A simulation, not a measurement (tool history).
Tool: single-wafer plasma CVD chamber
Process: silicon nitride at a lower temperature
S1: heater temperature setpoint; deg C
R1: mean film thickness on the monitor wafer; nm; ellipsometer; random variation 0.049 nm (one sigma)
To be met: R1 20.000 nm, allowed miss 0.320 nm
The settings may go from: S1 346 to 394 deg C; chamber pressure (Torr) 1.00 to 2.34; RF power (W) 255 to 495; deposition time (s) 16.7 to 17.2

Run 1, hour 0.0: S1 370 deg C, chamber pressure (Torr) 1.67, RF power (W) 375, deposition time (s) 16.7. Result: R1 23.767 nm.
Run 2, hour 4.0: S1 370 deg C, chamber pressure (Torr) 1.96, RF power (W) 375, deposition time (s) 16.7. Result: R1 25.132 nm.
Run 3, hour 12.7: S1 377 deg C, chamber pressure (Torr) 1.96, RF power (W) 375, deposition time (s) 16.7. Result: R1 25.055 nm.
Run 4, hour 14.1: S1 377 deg C, chamber pressure (Torr) 1.96, RF power (W) 375, deposition time (s) 16.7. Result: R1 25.184 nm.
Run 5, hour 14.8: S1 377 deg C, chamber pressure (Torr) 1.96, RF power (W) 375, deposition time (s) 16.7. Result: R1 25.109 nm.
Run 6, hour 21.4: S1 377 deg C, chamber pressure (Torr) 1.71, RF power (W) 360, deposition time (s) 16.7. Result: R1 23.487 nm.
Run 7, hour 25.9: S1 377 deg C, chamber pressure (Torr) 1.53, RF power (W) 350, deposition time (s) 16.7. Result: R1 22.195 nm.
Run 8, hour 31.0: S1 377 deg C, chamber pressure (Torr) 1.40, RF power (W) 345, deposition time (s) 16.7. Result: R1 21.346 nm.
Run 9, hour 36.8: S1 377 deg C, chamber pressure (Torr) 1.32, RF power (W) 345, deposition time (s) 16.7. Result: R1 20.796 nm.

5 next moves are on the table. One of them brings every result within its allowed miss. Which?
Run A, hour 42.6: S1 394 deg C, chamber pressure (Torr) 1.41, RF power (W) 300, deposition time (s) 16.7. Result: R1 ?.
Run B, hour 42.6: S1 371 deg C, chamber pressure (Torr) 1.18, RF power (W) 360, deposition time (s) 17.0. Result: R1 ?.
Run C, hour 42.6: S1 384 deg C, chamber pressure (Torr) 1.10, RF power (W) 400, deposition time (s) 17.2. Result: R1 ?.
Run D, hour 42.6: S1 383 deg C, chamber pressure (Torr) 1.38, RF power (W) 315, deposition time (s) 16.9. Result: R1 ?.
Run E, hour 42.6: S1 379 deg C, chamber pressure (Torr) 1.31, RF power (W) 370, deposition time (s) 16.7. Result: R1 ?.

move      R1
   A  19.980
   B  20.630
   C  21.091
   D  20.582
   E  21.456
A: meets every target
B: nearer than the last run, and not there yet
C: further off than the last run
D: nearer than the last run, and not there yet
E: further off than the last run
Answer: A
